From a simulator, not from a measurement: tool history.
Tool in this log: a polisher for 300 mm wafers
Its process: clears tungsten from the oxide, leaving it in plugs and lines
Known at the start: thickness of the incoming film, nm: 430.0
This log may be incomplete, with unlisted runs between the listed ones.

run	hour	flow of slurry (ml/min)	pressure of the wafer on the pad (psi)	speed of the pad under the wafer (m/s)	abrasive content of the slurry	overpolish time after the end point (s)	time until the end point was called (s)
1	0.0	315	3.6	1.00	1.0	41	80.390
2	7.3	315	3.0	0.92	1.0	41	104.120
3	8.8	315	3.6	0.92	1.0	41	87.758
4	12.7	260	3.6	0.92	1.0	41	90.554
5	18.7	260	3.6	0.92	1.0	41	85.859
6	26.8	260	3.0	0.88	1.0	41	112.980
7	28.9	260	2.6	0.86	1.0	41	129.650
8	32.1	260	2.4	0.86	1.0	41	138.150

Predict the results of run 9:
9	33.4	260	1.7	0.84	1.0	41	?

Run 9 yielded time until the end point was called (s) 200.900.
